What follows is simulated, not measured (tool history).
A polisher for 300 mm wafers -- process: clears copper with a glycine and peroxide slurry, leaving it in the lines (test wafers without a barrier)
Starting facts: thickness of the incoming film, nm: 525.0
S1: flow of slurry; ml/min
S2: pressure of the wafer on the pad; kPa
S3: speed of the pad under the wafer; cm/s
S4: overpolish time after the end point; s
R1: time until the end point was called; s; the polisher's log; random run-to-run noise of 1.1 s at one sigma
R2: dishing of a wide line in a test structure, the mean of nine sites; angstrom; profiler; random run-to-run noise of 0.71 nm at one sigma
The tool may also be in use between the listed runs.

run,hour,S1,S2,S3,S4,R1,R2
1,0,235,23.4,92,21,70.561,883.91
2,2.6,235,20,92,17,80.485,649.27
3,8.8,235,17.9,92,15,86.775,556.64
4,11.9,235,15.9,92,14,96.757,486.84
5,13,190,15.9,92,14,100.03,468.15
6,17.4,190,15.9,92,22,98.881,685.38
7,24.3,195,15.2,92,19,102.38,597.76

Forecast run 8:
8,26.7,195,14.5,92,16,?,?

Run 8 came out at R1 107 s, R2 508.56 angstrom.
